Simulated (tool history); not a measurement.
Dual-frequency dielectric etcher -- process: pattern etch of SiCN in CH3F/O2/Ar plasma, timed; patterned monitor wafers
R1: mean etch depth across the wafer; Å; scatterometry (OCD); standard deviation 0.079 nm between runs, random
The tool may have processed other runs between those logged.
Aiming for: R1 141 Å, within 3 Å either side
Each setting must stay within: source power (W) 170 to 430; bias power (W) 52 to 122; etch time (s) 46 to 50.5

run 1 hour=0 | source_power_(W)=300 bias_power_(W)=87 etch_time_(s)=50.5 | R1=179.61
run 2 hour=2.2 | source_power_(W)=300 bias_power_(W)=87 etch_time_(s)=50.5 | R1=179.71
run 3 hour=6.4 | source_power_(W)=300 bias_power_(W)=87 etch_time_(s)=46 | R1=163.72
run 4 hour=10.9 | source_power_(W)=300 bias_power_(W)=87 etch_time_(s)=50.5 | R1=180.38
run 5 hour=15.1 | source_power_(W)=270 bias_power_(W)=80 etch_time_(s)=50 | R1=162.22
run 6 hour=20.6 | source_power_(W)=250 bias_power_(W)=79 etch_time_(s)=50 | R1=158.11
run 7 hour=27.9 | source_power_(W)=250 bias_power_(W)=79 etch_time_(s)=50 | R1=158.18
run 8 hour=32.3 | source_power_(W)=230 bias_power_(W)=78 etch_time_(s)=50 | R1=151.1
run 9 hour=38.5 | source_power_(W)=220 bias_power_(W)=78 etch_time_(s)=50 | R1=149
run 10 hour=46 | source_power_(W)=210 bias_power_(W)=78 etch_time_(s)=50 | R1=145.45

Exercise: of the 4 proposed moves below, exactly one satisfies all targets within the stated allowed misses. Which move is it?
run A hour=53.5 | source_power_(W)=250 bias_power_(W)=76 etch_time_(s)=49 | R1=?
run B hour=53.5 | source_power_(W)=240 bias_power_(W)=83 etch_time_(s)=47.5 | R1=?
run C hour=53.5 | source_power_(W)=250 bias_power_(W)=73 etch_time_(s)=46 | R1=?
run D hour=53.5 | source_power_(W)=260 bias_power_(W)=70 etch_time_(s)=48.5 | R1=?

move=A R1=152.29
move=B R1=150.62
move=C R1=140.57
move=D R1=148.06
A: the biggest miss grows against the last run
B: the biggest miss grows against the last run
C: hits every target within its allowed miss
D: the biggest miss grows against the last run
Correct choice: C, which meets every target

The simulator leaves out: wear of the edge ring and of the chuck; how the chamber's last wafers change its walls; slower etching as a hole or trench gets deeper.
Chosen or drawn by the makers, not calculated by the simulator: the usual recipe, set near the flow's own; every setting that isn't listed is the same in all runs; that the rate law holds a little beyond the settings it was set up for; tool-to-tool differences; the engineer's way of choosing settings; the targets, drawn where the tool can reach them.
